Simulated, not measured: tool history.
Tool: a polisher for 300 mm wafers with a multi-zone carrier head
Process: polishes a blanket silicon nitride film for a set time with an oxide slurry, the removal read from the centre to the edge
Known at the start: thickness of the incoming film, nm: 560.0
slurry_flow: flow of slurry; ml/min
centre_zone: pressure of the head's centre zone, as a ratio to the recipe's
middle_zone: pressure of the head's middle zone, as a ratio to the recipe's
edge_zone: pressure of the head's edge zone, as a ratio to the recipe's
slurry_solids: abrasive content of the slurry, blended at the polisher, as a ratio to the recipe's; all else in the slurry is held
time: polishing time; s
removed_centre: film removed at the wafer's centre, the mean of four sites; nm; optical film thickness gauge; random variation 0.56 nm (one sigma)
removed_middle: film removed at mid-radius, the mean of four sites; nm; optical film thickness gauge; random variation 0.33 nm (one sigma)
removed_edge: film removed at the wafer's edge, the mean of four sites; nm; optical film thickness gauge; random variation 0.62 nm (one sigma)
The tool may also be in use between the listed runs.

run  hour  slurry_flow  centre_zone  middle_zone  edge_zone  slurry_solids  time  removed_centre  removed_middle  removed_edge
  1     0          195            1            1          1              1    69          29.994          29.174        29.076
  2     3          195            1            1          1              1    84           35.15          34.602        35.668
  3   6.7          195            1         1.03          1              1    84          36.298          36.368        35.346
  4   9.4          195         0.94         1.03          1              1    84          33.205          36.297        35.601
  5  13.5          195         0.94         0.99          1              1    84          34.576          34.397        35.457
  6  18.3          195         0.94         0.91          1              1    84           34.71           32.28        35.906
  7  19.3          205         0.94         0.94       1.05           1.05    84          34.539          34.827        37.342

Run 8 comes next. What will it give?
  8  22.4          230         0.97         0.92       1.15           1.25    85               ?               ?             ?

{"run 8": {"removed_centre": 39.467, "removed_middle": 36.905, "removed_edge": 43.448}}
